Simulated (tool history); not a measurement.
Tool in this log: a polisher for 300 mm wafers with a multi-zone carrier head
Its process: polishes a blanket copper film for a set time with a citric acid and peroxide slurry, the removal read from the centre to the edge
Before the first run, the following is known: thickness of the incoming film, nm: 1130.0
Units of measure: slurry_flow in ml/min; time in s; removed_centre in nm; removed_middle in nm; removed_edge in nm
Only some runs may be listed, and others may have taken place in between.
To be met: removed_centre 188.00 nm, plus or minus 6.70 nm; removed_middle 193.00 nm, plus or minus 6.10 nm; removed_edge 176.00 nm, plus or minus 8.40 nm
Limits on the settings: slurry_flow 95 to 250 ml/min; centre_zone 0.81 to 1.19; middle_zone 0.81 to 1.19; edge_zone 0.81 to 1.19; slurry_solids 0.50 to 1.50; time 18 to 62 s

Run 1, hour 0.0: slurry_flow 160 ml/min, centre_zone 1.00, middle_zone 1.00, edge_zone 1.00, slurry_solids 1.00, time 40 s. Result: removed_centre 112.38 nm, removed_middle 116.44 nm, removed_edge 117.47 nm.
Run 2, hour 3.9: slurry_flow 170 ml/min, centre_zone 1.03, middle_zone 1.03, edge_zone 1.02, slurry_solids 1.10, time 42 s. Result: removed_centre 127.80 nm, removed_middle 127.46 nm, removed_edge 129.72 nm.
Run 3, hour 10.5: slurry_flow 180 ml/min, centre_zone 1.04, middle_zone 1.06, edge_zone 1.01, slurry_solids 1.15, time 44 s. Result: removed_centre 138.60 nm, removed_middle 140.37 nm, removed_edge 136.98 nm.
Run 4, hour 15.7: slurry_flow 185 ml/min, centre_zone 1.05, middle_zone 1.09, edge_zone 1.02, slurry_solids 1.20, time 45 s. Result: removed_centre 143.51 nm, removed_middle 149.43 nm, removed_edge 139.44 nm.
Run 5, hour 20.1: slurry_flow 185 ml/min, centre_zone 1.05, middle_zone 1.09, edge_zone 1.11, slurry_solids 1.20, time 45 s. Result: removed_centre 142.54 nm, removed_middle 148.98 nm, removed_edge 147.67 nm.
Run 6, hour 26.8: slurry_flow 190 ml/min, centre_zone 1.07, middle_zone 1.11, edge_zone 1.11, slurry_solids 1.25, time 46 s. Result: removed_centre 151.98 nm, removed_middle 157.28 nm, removed_edge 154.66 nm.
Run 7, hour 31.7: slurry_flow 195 ml/min, centre_zone 1.08, middle_zone 1.13, edge_zone 1.11, slurry_solids 1.30, time 47 s. Result: removed_centre 158.36 nm, removed_middle 165.78 nm, removed_edge 156.78 nm.
Run 8, hour 39.0: slurry_flow 200 ml/min, centre_zone 1.09, middle_zone 1.14, edge_zone 1.12, slurry_solids 1.35, time 48 s. Result: removed_centre 163.29 nm, removed_middle 171.22 nm, removed_edge 162.06 nm.
Run 9, hour 41.9: slurry_flow 200 ml/min, centre_zone 1.09, middle_zone 1.14, edge_zone 1.12, slurry_solids 1.35, time 48 s. Result: removed_centre 166.07 nm, removed_middle 171.98 nm, removed_edge 165.80 nm.
Run 10, hour 45.1: slurry_flow 205 ml/min, centre_zone 1.10, middle_zone 1.15, edge_zone 1.12, slurry_solids 1.40, time 48 s. Result: removed_centre 166.19 nm, removed_middle 173.87 nm, removed_edge 161.63 nm.
Run 11, hour 51.8: slurry_flow 205 ml/min, centre_zone 1.11, middle_zone 1.16, edge_zone 1.13, slurry_solids 1.40, time 49 s. Result: removed_centre 171.86 nm, removed_middle 180.86 nm, removed_edge 168.25 nm.

Of the 5 settings listed for the next run, only one would bring every result within its allowed miss of target. Which one?
Run A, hour 58.5: slurry_flow 215 ml/min, centre_zone 1.15, middle_zone 1.17, edge_zone 1.11, slurry_solids 1.45, time 56 s. Result: removed_centre ?, removed_middle ?, removed_edge ?.
Run B, hour 58.5: slurry_flow 240 ml/min, centre_zone 1.11, middle_zone 1.14, edge_zone 1.06, slurry_solids 1.40, time 52 s. Result: removed_centre ?, removed_middle ?, removed_edge ?.
Run C, hour 58.5: slurry_flow 240 ml/min, centre_zone 1.19, middle_zone 1.17, edge_zone 1.12, slurry_solids 1.50, time 51 s. Result: removed_centre ?, removed_middle ?, removed_edge ?.
Run D, hour 58.5: slurry_flow 205 ml/min, centre_zone 1.19, middle_zone 1.19, edge_zone 1.02, slurry_solids 1.40, time 55 s. Result: removed_centre ?, removed_middle ?, removed_edge ?.
Run E, hour 58.5: slurry_flow 240 ml/min, centre_zone 1.07, middle_zone 1.19, edge_zone 0.99, slurry_solids 1.35, time 55 s. Result: removed_centre ?, removed_middle ?, removed_edge ?.

move  removed_centre  removed_middle  removed_edge
   A          206.02          208.47        194.59
   B          186.38          190.91        177.43
   C          198.59          193.81        181.11
   D          206.53          205.02        181.09
   E          188.81          208.24        180.20
A: takes the biggest miss from the last run beyond its target
B: every result lands within tolerance
C: takes the biggest miss from the last run beyond its target
D: takes the biggest miss from the last run beyond its target
E: brings the result that was furthest off to its target, and leaves another outside
B meets every target.
